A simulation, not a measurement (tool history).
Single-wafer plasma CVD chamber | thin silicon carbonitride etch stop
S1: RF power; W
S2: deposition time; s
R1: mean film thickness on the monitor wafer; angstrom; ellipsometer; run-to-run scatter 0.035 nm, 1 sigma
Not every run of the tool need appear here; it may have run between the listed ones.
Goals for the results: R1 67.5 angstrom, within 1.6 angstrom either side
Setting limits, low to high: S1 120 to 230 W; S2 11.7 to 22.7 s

run  hour   S1    S2      R1
  1     0  175  17.2  89.527
  2   6.3  165  16.2  83.752
  3   7.7  165  15.3  78.167
  4  15.7  160  14.8   75.45
  5  22.6  160  16.9  86.674
  6  27.2  155  15.9  80.694
  7  32.7  155  15.9  81.448
  8  35.6  155  15.1  76.301
  9  36.5  150  14.7  73.969
 10  45.2  145  14.4  71.755
 11    50  140  14.2  70.428
 12  55.4  140  14.1  69.524
 13  64.4  140    14  69.288

Which one of the following 5 next-run settings gets every result inside its allowed miss? There is exactly one.
  A  73.4  130    15   ?
  B  73.4  150  14.4   ?
  C  73.4  140  14.5   ?
  D  73.4  135  14.6   ?
  E  73.4  120  14.2   ?

move      R1
   A  73.446
   B  73.051
   C  72.304
   D  72.152
   E  68.191
A: the biggest miss grows against the last run
B: the biggest miss grows against the last run
C: the biggest miss grows against the last run
D: the biggest miss grows against the last run
E: all results in spec
Answer: E
